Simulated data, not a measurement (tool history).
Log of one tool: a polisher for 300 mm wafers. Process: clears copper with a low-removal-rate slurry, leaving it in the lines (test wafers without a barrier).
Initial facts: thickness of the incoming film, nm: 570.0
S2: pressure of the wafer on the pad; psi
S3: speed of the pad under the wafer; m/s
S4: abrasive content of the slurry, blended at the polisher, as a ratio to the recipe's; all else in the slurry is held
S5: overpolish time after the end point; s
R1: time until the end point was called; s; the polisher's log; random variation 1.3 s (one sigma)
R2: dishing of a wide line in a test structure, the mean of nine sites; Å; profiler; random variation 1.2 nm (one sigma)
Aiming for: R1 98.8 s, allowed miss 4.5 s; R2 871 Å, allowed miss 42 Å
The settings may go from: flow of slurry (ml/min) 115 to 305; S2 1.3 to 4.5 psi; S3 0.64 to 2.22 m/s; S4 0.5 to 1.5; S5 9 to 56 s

run 1 hour=0 | flow_of_slurry_(ml/min)=195 S2=2.9 S3=1.42 S4=1 S5=29 | R1=156.87 R2=547.37
run 2 hour=4.8 | flow_of_slurry_(ml/min)=240 S2=2.9 S3=1.42 S4=1 S5=29 | R1=151.25 R2=556.2
run 3 hour=10.3 | flow_of_slurry_(ml/min)=240 S2=3.1 S3=1.42 S4=1 S5=30 | R1=146.13 R2=594.02
run 4 hour=12.3 | flow_of_slurry_(ml/min)=240 S2=3.4 S3=1.42 S4=1 S5=31 | R1=133.62 R2=626.42
run 5 hour=17.8 | flow_of_slurry_(ml/min)=240 S2=4.1 S3=1.42 S4=1 S5=31 | R1=116.62 R2=702.89
run 6 hour=19.8 | flow_of_slurry_(ml/min)=240 S2=4.2 S3=1.44 S4=1 S5=32 | R1=110.59 R2=722.64
run 7 hour=22.8 | flow_of_slurry_(ml/min)=240 S2=4.3 S3=1.46 S4=1 S5=33 | R1=110.52 R2=727.67
run 8 hour=26.3 | flow_of_slurry_(ml/min)=240 S2=4.3 S3=1.48 S4=1 S5=34 | R1=107.2 R2=748.59
run 9 hour=28.2 | flow_of_slurry_(ml/min)=240 S2=4.3 S3=1.5 S4=1 S5=35 | R1=103.05 R2=774.27
run 10 hour=35.4 | flow_of_slurry_(ml/min)=240 S2=4.3 S3=1.5 S4=1 S5=36 | R1=106.61 R2=774.16
run 11 hour=36.6 | flow_of_slurry_(ml/min)=240 S2=4.3 S3=1.52 S4=1 S5=37 | R1=104.56 R2=785.51
run 12 hour=40.2 | flow_of_slurry_(ml/min)=240 S2=4.3 S3=1.52 S4=1 S5=38 | R1=103.15 R2=802.44
run 13 hour=42.7 | flow_of_slurry_(ml/min)=240 S2=4.3 S3=1.52 S4=1 S5=38 | R1=102.88 R2=782.19
run 14 hour=43.3 | flow_of_slurry_(ml/min)=240 S2=4.3 S3=1.52 S4=1 S5=40 | R1=102.57 R2=823.61
run 15 hour=46.5 | flow_of_slurry_(ml/min)=245 S2=4.4 S3=1.52 S4=1 S5=41 | R1=101.42 R2=819.12

4 candidate next runs follow, results not yet known. Just one meets every target within its allowed miss. Identify it.
run A hour=49.7 | flow_of_slurry_(ml/min)=230 S2=4.5 S3=1.56 S4=0.9 S5=46 | R1=? R2=?
run B hour=49.7 | flow_of_slurry_(ml/min)=250 S2=4.5 S3=1.6 S4=1.15 S5=32 | R1=? R2=?
run C hour=49.7 | flow_of_slurry_(ml/min)=300 S2=2.9 S3=2.06 S4=1.15 S5=40 | R1=? R2=?
run D hour=49.7 | flow_of_slurry_(ml/min)=240 S2=4.4 S3=1.38 S4=0.95 S5=38 | R1=? R2=?

move=A R1=100.9 R2=867.77
move=B R1=91.847 R2=792.02
move=C R1=101.57 R2=794.06
move=D R1=113.46 R2=778.15
A: all results in spec
B: moves away from the targets compared with the last run
C: moves away from the targets compared with the last run
D: moves away from the targets compared with the last run
The move that meets every target is A.
